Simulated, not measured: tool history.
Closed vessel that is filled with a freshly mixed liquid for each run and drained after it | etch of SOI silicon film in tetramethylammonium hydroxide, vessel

| run | hour | temperature setpoint of the liquid (°C) | concentration of hydroxide in the mixed liquid (% by weight) | time in the liquid (s) | thickness taken off the SOI silicon film on a monitor wafer (angstrom) |
|---|---|---|---|---|---|
| 1 | 0 | 70 | 15 | 85 | 5309.6 |
| 2 | 3.8 | 70 | 16.5 | 85 | 5094.8 |
| 3 | 7.1 | 70 | 16.5 | 95 | 5723.7 |
| 4 | 8.1 | 71 | 16.5 | 95 | 6040 |
| 5 | 10 | 72 | 16.5 | 95 | 6481.2 |
| 6 | 17.1 | 73 | 16.5 | 95 | 6793 |
| 7 | 19.2 | 73.5 | 16.5 | 95 | 7048.3 |
| 8 | 27.7 | 74 | 16.5 | 95 | 7143.1 |
| 9 | 29.3 | 74.5 | 16.5 | 95 | 7414.7 |

The next listed run, before its measurement:
| 10 | 37.8 | 75 | 16.5 | 95 | ? |

thickness taken off the SOI silicon film on a monitor wafer (angstrom): 7695
